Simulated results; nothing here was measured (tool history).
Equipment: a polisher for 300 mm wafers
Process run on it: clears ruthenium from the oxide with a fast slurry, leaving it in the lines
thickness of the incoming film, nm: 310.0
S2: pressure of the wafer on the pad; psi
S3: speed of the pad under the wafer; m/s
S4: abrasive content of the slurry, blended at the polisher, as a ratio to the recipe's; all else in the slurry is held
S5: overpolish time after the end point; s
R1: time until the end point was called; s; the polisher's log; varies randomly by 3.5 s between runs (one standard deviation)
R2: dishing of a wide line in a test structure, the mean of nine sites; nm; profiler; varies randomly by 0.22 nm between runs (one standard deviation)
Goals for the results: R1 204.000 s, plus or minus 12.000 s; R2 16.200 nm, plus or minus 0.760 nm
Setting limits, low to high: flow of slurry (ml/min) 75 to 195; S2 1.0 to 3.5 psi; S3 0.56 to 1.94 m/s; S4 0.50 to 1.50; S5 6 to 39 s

run 1 hour=0.0 | flow_of_slurry_(ml/min)=125 S2=2.2 S3=1.24 S4=1.00 S5=20 | R1=78.797 R2=62.406
run 2 hour=3.3 | flow_of_slurry_(ml/min)=125 S2=2.2 S3=1.08 S4=1.00 S5=20 | R1=87.971 R2=56.554
run 3 hour=10.9 | flow_of_slurry_(ml/min)=125 S2=2.2 S3=1.08 S4=1.00 S5=24 | R1=88.658 R2=64.411
run 4 hour=11.6 | flow_of_slurry_(ml/min)=125 S2=2.7 S3=1.08 S4=1.00 S5=24 | R1=70.626 R2=76.645
run 5 hour=16.3 | flow_of_slurry_(ml/min)=120 S2=2.3 S3=0.90 S4=0.85 S5=18 | R1=111.860 R2=44.049
run 6 hour=22.7 | flow_of_slurry_(ml/min)=125 S2=1.9 S3=0.78 S4=0.90 S5=14 | R1=145.340 R2=27.332
run 7 hour=29.9 | flow_of_slurry_(ml/min)=130 S2=1.6 S3=0.78 S4=0.95 S5=13 | R1=172.440 R2=22.490
run 8 hour=38.9 | flow_of_slurry_(ml/min)=130 S2=1.5 S3=0.78 S4=1.00 S5=12 | R1=175.370 R2=19.937
run 9 hour=41.9 | flow_of_slurry_(ml/min)=130 S2=1.4 S3=0.78 S4=1.00 S5=12 | R1=188.680 R2=18.958
run 10 hour=46.2 | flow_of_slurry_(ml/min)=130 S2=1.3 S3=0.78 S4=1.00 S5=12 | R1=200.430 R2=17.778

4 candidate next runs follow, results not yet known. Just one meets every target within its allowed miss. Identify it.
run A hour=50.5 | flow_of_slurry_(ml/min)=125 S2=1.4 S3=0.78 S4=1.00 S5=13 | R1=? R2=?
run B hour=50.5 | flow_of_slurry_(ml/min)=115 S2=1.4 S3=0.82 S4=0.90 S5=13 | R1=? R2=?
run C hour=50.5 | flow_of_slurry_(ml/min)=135 S2=1.1 S3=1.08 S4=0.85 S5=13 | R1=? R2=?
run D hour=50.5 | flow_of_slurry_(ml/min)=125 S2=1.3 S3=0.78 S4=1.00 S5=11 | R1=? R2=?

move=A R1=182.300 R2=20.149
move=B R1=184.650 R2=19.909
move=C R1=178.040 R2=20.597
move=D R1=195.620 R2=16.119
A: its largest miss is bigger than the last run's
B: its largest miss is bigger than the last run's
C: its largest miss is bigger than the last run's
D: every result within its allowed miss
The move that meets every target is D.
